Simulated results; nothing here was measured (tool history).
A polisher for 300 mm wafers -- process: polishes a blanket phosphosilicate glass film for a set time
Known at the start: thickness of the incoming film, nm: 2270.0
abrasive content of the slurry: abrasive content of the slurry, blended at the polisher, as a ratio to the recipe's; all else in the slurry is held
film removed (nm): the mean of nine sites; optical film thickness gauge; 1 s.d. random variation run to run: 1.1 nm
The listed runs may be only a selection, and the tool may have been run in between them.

run,day,flow of slurry (ml/min),pressure of the wafer on the pad (psi),speed of the pad under the wafer (m/s),abrasive content of the slurry,polishing time (s),film removed (nm)
1,0,180,2.7,1.28,1,29,266.24
2,0.167,135,2.7,1.28,1,29,254.14
3,0.25,135,2.3,1.16,1,29,201.9
4,0.392,135,2.3,1.16,0.9,29,190.35
5,0.458,135,2,1.1,0.9,29,158.36
6,0.5,135,1.8,1.08,0.9,29,141.85
7,0.621,135,1.7,1.06,0.9,29,132.6
8,0.904,135,1.6,1.06,0.9,29,123.01

For run 9, what comes out?
9,1.212,135,1.5,1.06,0.9,29,?

film removed (nm): 116.42

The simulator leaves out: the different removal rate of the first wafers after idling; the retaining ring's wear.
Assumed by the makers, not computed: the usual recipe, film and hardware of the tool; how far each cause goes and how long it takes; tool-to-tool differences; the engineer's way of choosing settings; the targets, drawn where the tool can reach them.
